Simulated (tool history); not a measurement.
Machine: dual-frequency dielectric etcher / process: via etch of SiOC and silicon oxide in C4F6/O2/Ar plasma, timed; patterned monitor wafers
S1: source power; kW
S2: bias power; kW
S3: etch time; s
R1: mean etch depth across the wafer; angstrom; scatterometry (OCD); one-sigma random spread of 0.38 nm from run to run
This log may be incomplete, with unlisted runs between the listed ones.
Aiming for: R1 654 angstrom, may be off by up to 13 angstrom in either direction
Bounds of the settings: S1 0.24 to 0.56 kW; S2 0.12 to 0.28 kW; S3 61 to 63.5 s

Run 1, hour 0: S1 0.4 kW, S2 0.2 kW, S3 61 s. Result: R1 767.74 angstrom.
Run 2, hour 1.1: S1 0.44 kW, S2 0.2 kW, S3 61 s. Result: R1 795.34 angstrom.
Run 3, hour 2.1: S1 0.44 kW, S2 0.2 kW, S3 61 s. Result: R1 800.02 angstrom.
Run 4, hour 4.2: S1 0.41 kW, S2 0.197 kW, S3 61 s. Result: R1 771.69 angstrom.
Run 5, hour 12.6: S1 0.35 kW, S2 0.197 kW, S3 61 s. Result: R1 724.08 angstrom.
Run 6, hour 21.3: S1 0.34 kW, S2 0.196 kW, S3 61 s. Result: R1 711.24 angstrom.
Run 7, hour 24.1: S1 0.33 kW, S2 0.195 kW, S3 61 s. Result: R1 711.37 angstrom.
Run 8, hour 25.4: S1 0.32 kW, S2 0.194 kW, S3 61 s. Result: R1 692.63 angstrom.
Run 9, hour 28.6: S1 0.31 kW, S2 0.193 kW, S3 61 s. Result: R1 685.71 angstrom.
Run 10, hour 36.5: S1 0.3 kW, S2 0.192 kW, S3 61 s. Result: R1 682.41 angstrom.

4 candidate next runs follow, results not yet known. Just one meets every target within its allowed miss. Identify it.
Run A, hour 44.4: S1 0.25 kW, S2 0.183 kW, S3 61 s. Result: R1 ?.
Run B, hour 44.4: S1 0.24 kW, S2 0.204 kW, S3 61 s. Result: R1 ?.
Run C, hour 44.4: S1 0.28 kW, S2 0.186 kW, S3 61.5 s. Result: R1 ?.
Run D, hour 44.4: S1 0.24 kW, S2 0.203 kW, S3 61 s. Result: R1 ?.

move      R1
   A  615.42
   B  627.06
   C  653.82
   D  626.04
A: takes the biggest miss from the last run beyond its target
B: takes the biggest miss from the last run beyond its target
C: meets every target
D: takes the biggest miss from the last run beyond its target
So the answer is move C, the one that meets all the targets.
